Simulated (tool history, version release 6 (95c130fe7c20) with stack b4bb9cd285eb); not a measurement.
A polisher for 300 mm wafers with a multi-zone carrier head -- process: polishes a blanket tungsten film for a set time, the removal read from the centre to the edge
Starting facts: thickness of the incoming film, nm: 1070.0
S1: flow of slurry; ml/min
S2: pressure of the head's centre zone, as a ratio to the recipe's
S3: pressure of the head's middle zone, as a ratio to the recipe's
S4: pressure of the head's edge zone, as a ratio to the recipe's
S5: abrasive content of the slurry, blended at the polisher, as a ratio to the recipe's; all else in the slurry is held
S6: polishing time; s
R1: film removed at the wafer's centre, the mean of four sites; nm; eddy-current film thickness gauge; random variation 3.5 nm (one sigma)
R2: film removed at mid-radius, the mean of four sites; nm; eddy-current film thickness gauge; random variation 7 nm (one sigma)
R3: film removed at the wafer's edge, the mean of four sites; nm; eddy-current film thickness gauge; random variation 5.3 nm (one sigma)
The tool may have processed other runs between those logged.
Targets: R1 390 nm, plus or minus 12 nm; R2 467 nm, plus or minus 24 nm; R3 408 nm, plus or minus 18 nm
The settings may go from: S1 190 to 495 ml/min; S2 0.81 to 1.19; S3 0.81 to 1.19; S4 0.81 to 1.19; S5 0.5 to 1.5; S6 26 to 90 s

Run 1, hour 0: S1 320 ml/min, S2 1, S3 1, S4 1, S5 1, S6 58 s. Result: R1 330.95 nm, R2 343.12 nm, R3 339.92 nm.
Run 2, hour 7.1: S1 320 ml/min, S2 1, S3 1.02, S4 1.01, S5 1.05, S6 58 s. Result: R1 343.95 nm, R2 348.51 nm, R3 344.05 nm.
Run 3, hour 15.8: S1 320 ml/min, S2 0.98, S3 1.04, S4 1.01, S5 1.1, S6 59 s. Result: R1 342.38 nm, R2 370.31 nm, R3 359.44 nm.
Run 4, hour 21.4: S1 320 ml/min, S2 0.98, S3 1.06, S4 1.01, S5 1.15, S6 59 s. Result: R1 349.57 nm, R2 370.72 nm, R3 360.76 nm.
Run 5, hour 22.3: S1 325 ml/min, S2 0.97, S3 1.07, S4 1, S5 1.15, S6 60 s. Result: R1 349.52 nm, R2 388.52 nm, R3 361.79 nm.
Run 6, hour 27.8: S1 325 ml/min, S2 0.97, S3 1.08, S4 1.01, S5 1.2, S6 60 s. Result: R1 357.07 nm, R2 400.09 nm, R3 361.19 nm.
Run 7, hour 28.4: S1 325 ml/min, S2 0.97, S3 1.08, S4 1.02, S5 1.2, S6 60 s. Result: R1 348.47 nm, R2 390.63 nm, R3 371.67 nm.
Run 8, hour 31.9: S1 325 ml/min, S2 0.97, S3 1.08, S4 1.02, S5 1.2, S6 60 s. Result: R1 350.86 nm, R2 391.79 nm, R3 373.23 nm.
Run 9, hour 35.1: S1 325 ml/min, S2 0.97, S3 1.09, S4 1.02, S5 1.25, S6 60 s. Result: R1 354.98 nm, R2 400.9 nm, R3 369.39 nm.
Run 10, hour 36.9: S1 325 ml/min, S2 0.97, S3 1.1, S4 1.03, S5 1.3, S6 60 s. Result: R1 365.69 nm, R2 412.45 nm, R3 389.13 nm.
Run 11, hour 44.4: S1 325 ml/min, S2 0.97, S3 1.11, S4 1.03, S5 1.3, S6 60 s. Result: R1 362.39 nm, R2 418.45 nm, R3 384.04 nm.
Run 12, hour 47.2: S1 325 ml/min, S2 0.97, S3 1.12, S4 1.03, S5 1.3, S6 60 s. Result: R1 370.52 nm, R2 421.82 nm, R3 380.05 nm.
Run 13, hour 54.9: S1 325 ml/min, S2 0.97, S3 1.13, S4 1.04, S5 1.3, S6 60 s. Result: R1 361.41 nm, R2 412.57 nm, R3 390.96 nm.
Run 14, hour 58.6: S1 325 ml/min, S2 0.97, S3 1.13, S4 1.04, S5 1.3, S6 60 s. Result: R1 360.11 nm, R2 404.63 nm, R3 383.11 nm.
Run 15, hour 66.4: S1 335 ml/min, S2 0.96, S3 1.13, S4 1.03, S5 1.4, S6 61 s. Result: R1 372.44 nm, R2 427.29 nm, R3 402.2 nm.
At hour 70.8: edge zone pressure recalibrated.
Run 16, hour 70.8: S1 335 ml/min, S2 0.96, S3 1.14, S4 1.03, S5 1.4, S6 61 s. Result: R1 372.15 nm, R2 429.75 nm, R3 386.53 nm.
Run 17, hour 76.5: S1 335 ml/min, S2 0.96, S3 1.14, S4 1.03, S5 1.4, S6 61 s. Result: R1 371.71 nm, R2 432.04 nm, R3 381.26 nm.

Pick the move, out of 5, that brings all results within their allowed miss; only one does.
Run A, hour 82.2: S1 285 ml/min, S2 1.07, S3 1.06, S4 0.97, S5 1.5, S6 59 s. Result: R1 ?, R2 ?, R3 ?.
Run B, hour 82.2: S1 290 ml/min, S2 0.81, S3 1.19, S4 1.05, S5 1.15, S6 75 s. Result: R1 ?, R2 ?, R3 ?.
Run C, hour 82.2: S1 245 ml/min, S2 0.89, S3 1.16, S4 1.01, S5 1.4, S6 66 s. Result: R1 ?, R2 ?, R3 ?.
Run D, hour 82.2: S1 295 ml/min, S2 0.83, S3 1.19, S4 1.1, S5 1.5, S6 69 s. Result: R1 ?, R2 ?, R3 ?.
Run E, hour 82.2: S1 260 ml/min, S2 0.93, S3 1.14, S4 0.95, S5 1.45, S6 66 s. Result: R1 ?, R2 ?, R3 ?.

move      R1      R2      R3
   A  403.18  402.98  371.39
   B  359.55  518.33  453.91
   C  362.28  466.67  410.53
   D  366.84  515.88  462.33
   E  384.75  467.79  404.51
A: carries the result that was furthest off beyond its target, to the other side
B: the biggest miss grows against the last run
C: the biggest miss grows against the last run
D: the biggest miss grows against the last run
E: in spec on every target
Correct choice: E, which meets every target

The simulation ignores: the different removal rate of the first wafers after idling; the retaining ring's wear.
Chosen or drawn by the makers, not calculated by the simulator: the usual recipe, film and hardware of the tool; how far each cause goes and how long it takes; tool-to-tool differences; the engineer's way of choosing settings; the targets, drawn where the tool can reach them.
